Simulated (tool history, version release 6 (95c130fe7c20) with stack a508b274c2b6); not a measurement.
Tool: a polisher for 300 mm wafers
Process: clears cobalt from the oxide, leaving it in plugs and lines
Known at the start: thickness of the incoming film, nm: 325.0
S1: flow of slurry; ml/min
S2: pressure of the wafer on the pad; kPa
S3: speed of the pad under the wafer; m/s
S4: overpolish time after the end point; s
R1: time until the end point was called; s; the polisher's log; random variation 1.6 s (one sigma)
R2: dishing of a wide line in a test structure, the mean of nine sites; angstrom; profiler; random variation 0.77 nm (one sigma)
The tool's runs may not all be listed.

{"run": 1, "hour": 0.0, "S1": 145, "S2": 8.3, "S3": 1.02, "S4": 16, "R1": 105.71, "R2": 318.61}
{"run": 2, "hour": 8.5, "S1": 145, "S2": 7.6, "S3": 1.02, "S4": 17, "R1": 115.92, "R2": 316.65}
{"run": 3, "hour": 15.6, "S1": 145, "S2": 7.6, "S3": 1.02, "S4": 14, "R1": 116.46, "R2": 267.49}
{"run": 4, "hour": 23.7, "S1": 145, "S2": 6.9, "S3": 1.02, "S4": 14, "R1": 125.41, "R2": 249.52}
{"run": 5, "hour": 29.0, "S1": 145, "S2": 6.9, "S3": 1.02, "S4": 15, "R1": 125.7, "R2": 269.39}
{"hour": 29.6, "done": "head pressure recalibrated"}
{"run": 6, "hour": 29.6, "S1": 145, "S2": 6.9, "S3": 1.02, "S4": 16, "R1": 136.35, "R2": 266.64}
{"run": 7, "hour": 33.9, "S1": 145, "S2": 6.9, "S3": 1.02, "S4": 17, "R1": 135.31, "R2": 262.7}
{"run": 8, "hour": 40.6, "S1": 145, "S2": 6.9, "S3": 1.02, "S4": 18, "R1": 136.06, "R2": 286.88}
{"run": 9, "hour": 44.1, "S1": 145, "S2": 6.9, "S3": 1.02, "S4": 19, "R1": 135.56, "R2": 304.9}
{"run": 10, "hour": 46.4, "S1": 145, "S2": 6.9, "S3": 1.02, "S4": 19, "R1": 137.6, "R2": 292.32}
{"run": 11, "hour": 50.9, "S1": 145, "S2": 6.9, "S3": 1.02, "S4": 20, "R1": 133.73, "R2": 308.71}
{"run": 12, "hour": 53.2, "S1": 145, "S2": 6.9, "S3": 1.02, "S4": 21, "R1": 135.75, "R2": 323.63}
{"run": 13, "hour": 58.8, "S1": 145, "S2": 6.9, "S3": 1.02, "S4": 21, "R1": 134.91, "R2": 316.84}

Run 14 comes next. What will it give?
{"run": 14, "hour": 62.7, "S1": 145, "S2": 6.9, "S3": 1.02, "S4": 22, "R1": "?", "R2": "?"}

Run 14 gave R1 135.16 s, R2 336.64 angstrom.
